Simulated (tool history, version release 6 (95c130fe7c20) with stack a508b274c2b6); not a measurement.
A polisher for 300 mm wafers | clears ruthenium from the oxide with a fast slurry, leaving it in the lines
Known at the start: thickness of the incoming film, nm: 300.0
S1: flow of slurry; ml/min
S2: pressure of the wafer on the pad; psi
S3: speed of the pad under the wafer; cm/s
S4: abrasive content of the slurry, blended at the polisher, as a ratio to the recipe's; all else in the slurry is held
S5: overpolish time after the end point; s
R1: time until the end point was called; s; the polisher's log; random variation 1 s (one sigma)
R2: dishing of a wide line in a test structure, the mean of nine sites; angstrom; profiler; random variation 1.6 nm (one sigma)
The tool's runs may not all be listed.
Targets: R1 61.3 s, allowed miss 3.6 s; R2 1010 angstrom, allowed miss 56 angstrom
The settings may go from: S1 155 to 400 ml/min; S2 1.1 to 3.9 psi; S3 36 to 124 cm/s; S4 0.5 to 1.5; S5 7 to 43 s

run	hour	S1	S2	S3	S4	S5	R1	R2
1	0	255	2.5	80	1	22	102.05	580.72
2	7.7	255	2.9	80	1	23	88.33	701.11
3	11.5	255	2.9	80	1.15	23	83.889	709.14
4	13.3	255	3.2	80	1.15	23	75.298	782.19
5	18.4	255	3.2	68	1.15	23	85.651	702.81
6	19.1	285	3.2	68	1.15	23	87.57	684.84
7	21.3	285	3.4	72	1.15	24	75.043	819.37
8	25.1	285	3.6	72	1.15	24	71.356	858.84
9	33.9	285	3.7	74	1.15	24	69.495	860.38

Which of these 4 next moves meets every target?
A	42.7	270	3.9	72	1.35	18	?	?
B	42.7	375	3.1	72	1.15	21	?	?
C	42.7	330	3.8	80	1.25	25	?	?
D	42.7	355	3.8	76	1.3	18	?	?

move	R1	R2
A	65.845	737.67
B	84.136	681.48
C	62.705	1012.1
D	64.02	755.79
A: further off than the last run
B: further off than the last run
C: meets every target
D: further off than the last run
Move C is the one to make.

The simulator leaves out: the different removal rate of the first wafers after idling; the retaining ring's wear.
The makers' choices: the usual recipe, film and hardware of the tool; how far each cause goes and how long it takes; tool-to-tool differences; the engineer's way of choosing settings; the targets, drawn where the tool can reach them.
